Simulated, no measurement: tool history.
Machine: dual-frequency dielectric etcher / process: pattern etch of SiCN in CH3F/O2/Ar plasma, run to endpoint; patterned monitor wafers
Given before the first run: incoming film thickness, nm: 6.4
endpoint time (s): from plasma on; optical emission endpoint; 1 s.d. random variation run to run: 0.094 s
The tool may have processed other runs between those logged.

{"run": 1, "hour": 0.0, "source power (kW)": 0.39, "bias power (kW)": 0.078, "endpoint time (s)": 16.77}
{"run": 2, "hour": 2.1, "source power (kW)": 0.34, "bias power (kW)": 0.078, "endpoint time (s)": 17.673}
{"run": 3, "hour": 11.1, "source power (kW)": 0.34, "bias power (kW)": 0.07, "endpoint time (s)": 18.615}
{"run": 4, "hour": 16.3, "source power (kW)": 0.31, "bias power (kW)": 0.07, "endpoint time (s)": 19.419}
{"run": 5, "hour": 20.5, "source power (kW)": 0.35, "bias power (kW)": 0.071, "endpoint time (s)": 18.474}
{"run": 6, "hour": 21.1, "source power (kW)": 0.38, "bias power (kW)": 0.073, "endpoint time (s)": 17.565}
{"run": 7, "hour": 29.0, "source power (kW)": 0.41, "bias power (kW)": 0.074, "endpoint time (s)": 17.114}

Run 8 has not been measured yet. What should we expect?
{"run": 8, "hour": 35.4, "source power (kW)": 0.43, "bias power (kW)": 0.076, "endpoint time (s)": "?"}

Run 8 produced endpoint time (s) 16.447.
